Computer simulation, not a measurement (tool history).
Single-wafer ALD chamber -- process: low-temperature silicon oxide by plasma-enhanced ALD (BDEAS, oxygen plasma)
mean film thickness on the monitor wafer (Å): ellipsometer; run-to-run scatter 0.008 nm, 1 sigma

| run | hour | heater temperature setpoint (°C) | number of ALD cycles (cycles) | mean film thickness on the monitor wafer (Å) |
|---|---|---|---|---|
| 1 | 0.0 | 85 | 23 | 36.741 |
| 2 | 5.4 | 88 | 22 | 34.786 |
| 3 | 9.0 | 88 | 19 | 29.986 |
| 4 | 13.1 | 90 | 19 | 29.828 |
|  | 21.5 | thermocouple changed; heater temperature recalibrated |
| 5 | 21.5 | 90 | 16 | 24.842 |
| 6 | 22.7 | 90 | 16 | 24.908 |
| 7 | 25.6 | 87 | 16 | 25.144 |
| 8 | 33.6 | 85 | 16 | 25.375 |

Run 9 is up next; what results do you expect?
| 9 | 35.5 | 82 | 16 | ? |

Run 9 came out at mean film thickness on the monitor wafer (Å) 25.557.
